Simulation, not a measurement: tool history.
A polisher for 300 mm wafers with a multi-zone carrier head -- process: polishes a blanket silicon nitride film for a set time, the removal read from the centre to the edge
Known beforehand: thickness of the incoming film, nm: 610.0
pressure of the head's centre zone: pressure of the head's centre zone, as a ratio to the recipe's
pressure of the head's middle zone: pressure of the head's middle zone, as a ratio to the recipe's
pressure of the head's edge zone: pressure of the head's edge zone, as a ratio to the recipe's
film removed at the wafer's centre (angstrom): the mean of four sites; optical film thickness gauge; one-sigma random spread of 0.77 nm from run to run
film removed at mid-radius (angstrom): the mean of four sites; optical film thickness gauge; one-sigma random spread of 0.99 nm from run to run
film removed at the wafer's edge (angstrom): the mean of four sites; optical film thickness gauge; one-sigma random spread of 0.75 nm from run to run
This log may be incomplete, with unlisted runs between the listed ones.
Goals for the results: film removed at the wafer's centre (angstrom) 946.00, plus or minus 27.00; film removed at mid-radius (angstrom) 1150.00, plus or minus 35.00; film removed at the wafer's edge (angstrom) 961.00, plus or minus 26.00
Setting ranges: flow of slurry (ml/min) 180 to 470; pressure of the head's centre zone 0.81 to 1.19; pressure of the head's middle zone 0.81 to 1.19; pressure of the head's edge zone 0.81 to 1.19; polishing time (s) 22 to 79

run    day  flow of slurry (ml/min)  pressure of the head's centre zone  pressure of the head's middle zone  pressure of the head's edge zone  polishing time (s)  film removed at the wafer's centre (angstrom)  film removed at mid-radius (angstrom)  film removed at the wafer's edge (angstrom)
  1  0.000                      300                                1.00                                1.00                              1.00                  50                                         746.03                                 732.83                                       696.27
  2  0.162                      300                                1.00                                1.00                              1.04                  50                                         746.00                                 722.13                                       709.47
  3  0.304                      310                                0.99                                1.04                              1.04                  53                                         795.48                                 791.54                                       761.25
  4  0.517                      310                                0.99                                1.10                              1.04                  53                                         799.46                                 837.34                                       754.67
  5  0.604                      310                                1.04                                1.10                              1.04                  53                                         827.26                                 831.84                                       749.90
  6  0.750                      310                                0.97                                1.10                              1.04                  53                                         770.88                                 837.27                                       752.92
     0.900  -- edge zone pressure recalibrated
  7  0.900                      315                                0.96                                1.12                              1.04                  55                                         794.51                                 882.61                                       825.29
  8  1.050                      315                                0.96                                1.12                              1.04                  55                                         808.02                                 872.39                                       826.99
  9  1.283                      315                                0.96                                1.12                              1.04                  55                                         803.74                                 887.72                                       814.30
 10  1.417                      325                                0.96                                1.13                              1.01                  57                                         831.41                                 944.91                                       845.06
 11  1.675                      340                                0.96                                1.14                              1.00                  58                                         850.38                                 946.92                                       848.52
 12  1.717                      325                                0.96                                1.15                              0.99                  60                                         878.16                                 981.16                                       879.73
 13  1.921                      350                                0.95                                1.16                              0.97                  61                                         895.36                                1024.80                                       896.77

5 next moves are on the table. One of them brings every result within its allowed miss. Which?
  A  2.125                      325                                0.86                                1.04                              1.07                  63                                              ?                                      ?                                            ?
  B  2.125                      330                                0.89                                1.17                              0.88                  69                                              ?                                      ?                                            ?
  C  2.125                      235                                1.01                                1.03                              1.06                  62                                              ?                                      ?                                            ?
  D  2.125                      365                                1.00                                1.02                              1.00                  62                                              ?                                      ?                                            ?
  E  2.125                      365                                0.88                                0.92                              1.13                  61                                              ?                                      ?                                            ?

move  film removed at the wafer's centre (angstrom)  film removed at mid-radius (angstrom)  film removed at the wafer's edge (angstrom)
   A                                         844.32                                 958.60                                       949.40
   B                                         952.47                                1162.70                                       951.78
   C                                         924.07                                 914.74                                       914.88
   D                                         946.73                                 934.29                                       910.88
   E                                         838.78                                 843.19                                       950.34
A: its largest miss is bigger than the last run's
B: all results land within tolerance of their targets
C: its largest miss is bigger than the last run's
D: its largest miss is bigger than the last run's
E: its largest miss is bigger than the last run's
B is the move that brings every result within its allowed miss.
